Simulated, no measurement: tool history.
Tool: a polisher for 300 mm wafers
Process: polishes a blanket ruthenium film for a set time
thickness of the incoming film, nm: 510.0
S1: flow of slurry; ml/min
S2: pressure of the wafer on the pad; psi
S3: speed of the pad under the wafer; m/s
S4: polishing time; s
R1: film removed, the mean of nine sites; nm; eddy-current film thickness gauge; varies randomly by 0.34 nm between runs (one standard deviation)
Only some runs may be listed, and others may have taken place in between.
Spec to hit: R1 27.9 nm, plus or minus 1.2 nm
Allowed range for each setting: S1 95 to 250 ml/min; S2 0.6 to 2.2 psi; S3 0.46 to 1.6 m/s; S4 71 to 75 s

| run | hour | S1 | S2 | S3 | S4 | R1 |
|---|---|---|---|---|---|---|
| 1 | 0 | 160 | 1.4 | 1.02 | 71 | 57.51 |
| 2 | 8.3 | 160 | 1.5 | 1.02 | 71 | 60.612 |
| 3 | 12.6 | 160 | 1.5 | 1.02 | 75 | 65.727 |
| 4 | 14.5 | 125 | 1.5 | 1.02 | 75 | 60.965 |
| 5 | 23 | 125 | 1.7 | 1.02 | 75 | 68.189 |
| 6 | 28.5 | 150 | 1.7 | 1.02 | 75 | 71.985 |
| 7 | 35.3 | 140 | 1.3 | 0.94 | 75 | 51.099 |
| 8 | 39.5 | 130 | 1.1 | 0.9 | 75 | 40.824 |
| 9 | 40.8 | 125 | 1 | 0.9 | 75 | 36.663 |
| 10 | 49.1 | 120 | 0.9 | 0.9 | 75 | 33.591 |
| 11 | 56.6 | 115 | 0.8 | 0.9 | 75 | 29.445 |

Next run, 4 choices. One meets every target within its allowed miss, the rest don't. Which?
| A | 64.1 | 115 | 1 | 0.8 | 71 | ? |
| B | 64.1 | 100 | 0.9 | 0.86 | 71 | ? |
| C | 64.1 | 125 | 0.9 | 0.92 | 71 | ? |
| D | 64.1 | 105 | 0.9 | 0.9 | 71 | ? |

| move | R1 |
|---|---|
| A | 30.412 |
| B | 28.33 |
| C | 32.129 |
| D | 30.038 |
A: misses by more than the last run did
B: every result within its allowed miss
C: misses by more than the last run did
D: misses by more than the last run did
So the answer is move B, the one that meets all the targets.

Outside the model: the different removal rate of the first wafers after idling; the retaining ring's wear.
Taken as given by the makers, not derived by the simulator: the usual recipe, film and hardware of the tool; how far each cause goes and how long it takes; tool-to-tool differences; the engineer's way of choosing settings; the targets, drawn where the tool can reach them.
